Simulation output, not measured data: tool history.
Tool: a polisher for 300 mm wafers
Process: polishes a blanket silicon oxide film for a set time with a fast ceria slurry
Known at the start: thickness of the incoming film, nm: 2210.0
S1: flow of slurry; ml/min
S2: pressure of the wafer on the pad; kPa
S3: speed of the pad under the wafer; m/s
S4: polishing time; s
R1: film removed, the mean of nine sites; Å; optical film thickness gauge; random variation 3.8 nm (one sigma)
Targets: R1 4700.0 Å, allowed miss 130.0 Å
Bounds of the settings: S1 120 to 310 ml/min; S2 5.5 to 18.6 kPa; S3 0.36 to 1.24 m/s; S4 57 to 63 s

{"run": 1, "hour": 0.0, "S1": 200, "S2": 11.7, "S3": 0.8, "S4": 63, "R1": 3977.9}
{"run": 2, "hour": 4.6, "S1": 200, "S2": 11.7, "S3": 0.74, "S4": 63, "R1": 3838.0}
{"run": 3, "hour": 10.1, "S1": 235, "S2": 11.7, "S3": 0.74, "S4": 63, "R1": 3852.2}
{"run": 4, "hour": 16.0, "S1": 235, "S2": 12.4, "S3": 0.74, "S4": 63, "R1": 4125.7}
{"run": 5, "hour": 21.5, "S1": 235, "S2": 12.4, "S3": 0.74, "S4": 57, "R1": 3689.0}
{"run": 6, "hour": 29.9, "S1": 235, "S2": 13.1, "S3": 0.74, "S4": 57, "R1": 3958.0}
{"run": 7, "hour": 34.7, "S1": 235, "S2": 13.8, "S3": 0.74, "S4": 57, "R1": 4202.3}
{"hour": 36.6, "done": "slurry nozzle cleaned"}
{"run": 8, "hour": 36.6, "S1": 235, "S2": 14.5, "S3": 0.74, "S4": 57, "R1": 4454.3}

4 next moves are on the table. One of them brings every result within its allowed miss. Which?
{"run": "A", "hour": 38.5, "S1": 210, "S2": 14.5, "S3": 0.66, "S4": 57, "R1": "?"}
{"run": "B", "hour": 38.5, "S1": 285, "S2": 16.5, "S3": 0.6, "S4": 60, "R1": "?"}
{"run": "C", "hour": 38.5, "S1": 235, "S2": 13.1, "S3": 0.74, "S4": 60, "R1": "?"}
{"run": "D", "hour": 38.5, "S1": 310, "S2": 11.7, "S3": 0.84, "S4": 57, "R1": "?"}

move=A R1=4068.0
move=B R1=4734.1
move=C R1=4273.4
move=D R1=4114.9
A: further off than the last run
B: meets every target
C: further off than the last run
D: further off than the last run
Move B is the one to make.
